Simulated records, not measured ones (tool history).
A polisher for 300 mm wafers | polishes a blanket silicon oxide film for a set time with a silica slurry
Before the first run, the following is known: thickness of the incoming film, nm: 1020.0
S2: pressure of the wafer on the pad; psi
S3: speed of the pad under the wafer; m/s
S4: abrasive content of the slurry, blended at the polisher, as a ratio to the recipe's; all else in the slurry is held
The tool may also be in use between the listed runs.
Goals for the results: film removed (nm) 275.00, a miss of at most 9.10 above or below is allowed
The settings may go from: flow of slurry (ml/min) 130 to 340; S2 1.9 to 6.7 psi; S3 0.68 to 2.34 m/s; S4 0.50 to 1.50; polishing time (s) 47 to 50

{"run": 1, "day": 0.0, "flow of slurry (ml/min)": 220, "S2": 4.3, "S3": 1.5, "S4": 1.0, "polishing time (s)": 47, "film removed (nm)": 189.38}
{"run": 2, "day": 0.188, "flow of slurry (ml/min)": 220, "S2": 4.8, "S3": 1.5, "S4": 1.0, "polishing time (s)": 47, "film removed (nm)": 208.51}
{"run": 3, "day": 0.312, "flow of slurry (ml/min)": 220, "S2": 5.2, "S3": 1.5, "S4": 1.0, "polishing time (s)": 47, "film removed (nm)": 224.49}
{"run": 4, "day": 0.525, "flow of slurry (ml/min)": 220, "S2": 5.5, "S3": 1.5, "S4": 1.0, "polishing time (s)": 47, "film removed (nm)": 235.1}
{"run": 5, "day": 0.65, "flow of slurry (ml/min)": 220, "S2": 5.9, "S3": 1.5, "S4": 1.0, "polishing time (s)": 47, "film removed (nm)": 251.57}
{"run": 6, "day": 0.829, "flow of slurry (ml/min)": 220, "S2": 6.0, "S3": 1.5, "S4": 1.0, "polishing time (s)": 47, "film removed (nm)": 259.4}
{"run": 7, "day": 1.046, "flow of slurry (ml/min)": 220, "S2": 6.1, "S3": 1.5, "S4": 1.0, "polishing time (s)": 47, "film removed (nm)": 262.38}
{"run": 8, "day": 1.075, "flow of slurry (ml/min)": 220, "S2": 6.2, "S3": 1.5, "S4": 1.0, "polishing time (s)": 47, "film removed (nm)": 265.56}

Below are 4 possible settings for the next run. Only one of them brings all results inside the allowed miss of their targets. Which is it?
{"run": "A", "day": 1.104, "flow of slurry (ml/min)": 230, "S2": 6.7, "S3": 1.22, "S4": 1.1, "polishing time (s)": 47, "film removed (nm)": "?"}
{"run": "B", "day": 1.104, "flow of slurry (ml/min)": 220, "S2": 5.8, "S3": 1.54, "S4": 0.95, "polishing time (s)": 47, "film removed (nm)": "?"}
{"run": "C", "day": 1.104, "flow of slurry (ml/min)": 210, "S2": 5.5, "S3": 1.64, "S4": 1.05, "polishing time (s)": 50, "film removed (nm)": "?"}
{"run": "D", "day": 1.104, "flow of slurry (ml/min)": 205, "S2": 6.5, "S3": 1.34, "S4": 1.15, "polishing time (s)": 47, "film removed (nm)": "?"}

move=A film_removed_(nm)=247.42
move=B film_removed_(nm)=248.22
move=C film_removed_(nm)=269.66
move=D film_removed_(nm)=258.28
A: misses by more than the last run did
B: misses by more than the last run did
C: in spec on every target
D: misses by more than the last run did
C meets every target.

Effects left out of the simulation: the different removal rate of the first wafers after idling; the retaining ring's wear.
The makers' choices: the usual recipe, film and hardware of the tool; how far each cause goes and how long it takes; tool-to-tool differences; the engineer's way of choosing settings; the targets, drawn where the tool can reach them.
